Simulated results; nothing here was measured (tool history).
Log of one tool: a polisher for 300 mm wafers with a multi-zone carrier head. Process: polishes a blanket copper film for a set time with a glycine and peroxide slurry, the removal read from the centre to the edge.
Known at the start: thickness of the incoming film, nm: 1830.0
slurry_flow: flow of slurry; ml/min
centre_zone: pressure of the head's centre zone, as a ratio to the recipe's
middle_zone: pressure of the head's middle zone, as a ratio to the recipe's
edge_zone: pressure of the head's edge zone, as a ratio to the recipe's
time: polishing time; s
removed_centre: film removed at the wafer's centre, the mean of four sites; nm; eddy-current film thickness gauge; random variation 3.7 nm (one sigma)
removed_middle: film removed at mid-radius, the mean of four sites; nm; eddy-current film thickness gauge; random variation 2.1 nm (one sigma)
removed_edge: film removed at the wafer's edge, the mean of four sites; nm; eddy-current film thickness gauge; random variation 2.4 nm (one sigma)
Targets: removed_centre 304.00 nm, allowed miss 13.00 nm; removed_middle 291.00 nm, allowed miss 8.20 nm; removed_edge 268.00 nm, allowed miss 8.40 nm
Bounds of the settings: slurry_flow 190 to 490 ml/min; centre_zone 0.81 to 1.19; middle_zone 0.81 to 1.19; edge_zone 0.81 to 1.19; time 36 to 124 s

run	hour	slurry_flow	centre_zone	middle_zone	edge_zone	time	removed_centre	removed_middle	removed_edge
1	0.0	315	1.00	1.00	1.00	79	385.55	413.75	422.55
2	4.0	315	1.00	1.06	1.00	79	386.75	438.87	411.70
3	6.4	315	1.00	1.06	0.95	79	384.83	436.44	408.94
4	7.1	315	1.00	1.06	0.91	79	392.52	438.71	403.18
5	12.6	315	1.00	1.06	0.99	79	389.12	434.80	416.53
6	17.5	390	1.00	1.06	0.99	79	387.73	443.00	416.76
# hour 23.8: centre zone pressure recalibrated
7	23.8	385	1.04	1.06	0.96	69	389.87	385.32	361.29
8	31.8	390	1.03	1.06	0.94	62	346.36	345.90	322.72
9	32.4	380	1.03	1.01	0.84	52	282.32	277.02	259.83
10	38.3	385	1.04	1.02	0.85	52	286.83	280.65	260.74

4 next moves are on the table. One of them brings every result within its allowed miss. Which?
A	44.2	400	0.98	1.12	0.81	51	?	?	?
B	44.2	335	0.99	0.94	0.91	52	?	?	?
C	44.2	335	0.96	1.06	0.89	53	?	?	?
D	44.2	395	1.05	1.02	0.86	54	?	?	?

move	removed_centre	removed_middle	removed_edge
A	272.91	300.25	251.16
B	276.10	259.85	265.86
C	273.05	293.16	268.07
D	309.22	293.13	272.49
A: further off than the last run
B: further off than the last run
C: further off than the last run
D: meets every target
Move D is the one to make.
